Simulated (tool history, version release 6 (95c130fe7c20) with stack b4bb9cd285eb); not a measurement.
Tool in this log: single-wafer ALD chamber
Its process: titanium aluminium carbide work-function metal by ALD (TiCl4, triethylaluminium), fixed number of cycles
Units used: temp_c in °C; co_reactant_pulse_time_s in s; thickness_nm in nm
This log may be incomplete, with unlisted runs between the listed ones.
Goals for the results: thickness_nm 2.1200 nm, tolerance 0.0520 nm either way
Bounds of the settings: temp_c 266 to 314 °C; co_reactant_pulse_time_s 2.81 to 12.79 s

run 1 hour=0.0 | temp_c=290 co_reactant_pulse_time_s=7.80 | thickness_nm=1.8319
run 2 hour=7.1 | temp_c=293 co_reactant_pulse_time_s=8.33 | thickness_nm=1.8843
run 3 hour=15.7 | temp_c=296 co_reactant_pulse_time_s=8.72 | thickness_nm=1.9467
run 4 hour=19.3 | temp_c=298 co_reactant_pulse_time_s=8.88 | thickness_nm=1.9564
run 5 hour=22.5 | temp_c=300 co_reactant_pulse_time_s=9.15 | thickness_nm=1.9672
run 6 hour=26.7 | temp_c=302 co_reactant_pulse_time_s=9.55 | thickness_nm=2.0079
run 7 hour=33.4 | temp_c=303 co_reactant_pulse_time_s=9.80 | thickness_nm=2.0148
run 8 hour=35.0 | temp_c=304 co_reactant_pulse_time_s=10.07 | thickness_nm=2.0303
run 9 hour=43.4 | temp_c=305 co_reactant_pulse_time_s=10.29 | thickness_nm=2.0610

Next run, 4 choices. One meets every target within its allowed miss, the rest don't. Which?
run A hour=51.8 | temp_c=308 co_reactant_pulse_time_s=7.96 | thickness_nm=?
run B hour=51.8 | temp_c=306 co_reactant_pulse_time_s=12.79 | thickness_nm=?
run C hour=51.8 | temp_c=295 co_reactant_pulse_time_s=10.23 | thickness_nm=?
run D hour=51.8 | temp_c=303 co_reactant_pulse_time_s=9.26 | thickness_nm=?

move=A thickness_nm=2.0197
move=B thickness_nm=2.1136
move=C thickness_nm=1.9723
move=D thickness_nm=2.0235
A: the biggest miss grows against the last run
B: all results land within tolerance of their targets
C: the biggest miss grows against the last run
D: the biggest miss grows against the last run
Go with B: it meets all targets.
